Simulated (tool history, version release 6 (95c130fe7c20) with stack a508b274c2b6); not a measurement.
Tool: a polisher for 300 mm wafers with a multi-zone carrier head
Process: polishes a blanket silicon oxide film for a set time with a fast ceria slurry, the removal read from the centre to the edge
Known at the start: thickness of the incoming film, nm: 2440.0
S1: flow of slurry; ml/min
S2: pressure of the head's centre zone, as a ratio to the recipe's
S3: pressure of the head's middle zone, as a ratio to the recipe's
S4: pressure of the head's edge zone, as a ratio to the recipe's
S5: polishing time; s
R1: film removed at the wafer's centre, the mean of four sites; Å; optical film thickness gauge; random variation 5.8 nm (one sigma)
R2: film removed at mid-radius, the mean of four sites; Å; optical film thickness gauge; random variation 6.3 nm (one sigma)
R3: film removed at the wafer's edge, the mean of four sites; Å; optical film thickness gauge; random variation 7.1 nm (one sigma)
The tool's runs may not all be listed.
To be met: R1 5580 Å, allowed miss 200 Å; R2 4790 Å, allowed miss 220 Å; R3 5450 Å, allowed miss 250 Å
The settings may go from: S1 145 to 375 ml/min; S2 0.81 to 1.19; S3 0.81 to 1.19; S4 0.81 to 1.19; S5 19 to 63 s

run	hour	S1	S2	S3	S4	S5	R1	R2	R3
1	0	240	1	1	1	41	5646.4	5842.8	5816.6
2	7.4	215	1	1	1	41	5644	5715.9	5757.8
3	8.3	215	1.05	1	1	41	5858.1	5873.2	5703.5
4	14.3	215	1.05	1	1	33	4745.2	4680.6	4746
5	18.7	220	1.07	0.98	1.03	34	4908.8	4645.3	4820.3
6	27.3	220	1.08	0.96	1.05	35	5168.8	4876.5	5004.9
7	31.4	220	1.08	0.92	1.07	36	5241.5	4728.1	5274.5
8	39.5	225	1.09	0.91	1.08	36	5333.8	4734	5230.8
9	47.5	225	1.09	0.9	1.09	36	5425.1	4613.6	5422.4

Which of these 5 next moves meets every target?
A	55.5	245	1.18	0.9	1.07	37	?	?	?
B	55.5	345	1.1	0.9	1.1	36	?	?	?
C	55.5	225	1.07	0.93	1.11	35	?	?	?
D	55.5	225	1.18	0.83	1.04	37	?	?	?
E	55.5	230	1.11	0.85	1.13	35	?	?	?

move	R1	R2	R3
A	5981.6	4900.9	5455.1
B	5585.7	4899.1	5485.4
C	5087.1	4728.9	5217.3
D	5930.5	4560	5361
E	5286.9	4405.6	5273.9
A: brings the result that was furthest off to its target, and leaves another outside
B: meets every target
C: brings the result that was furthest off to its target, and leaves another outside
D: further off than the last run
E: further off than the last run
The right move is B.
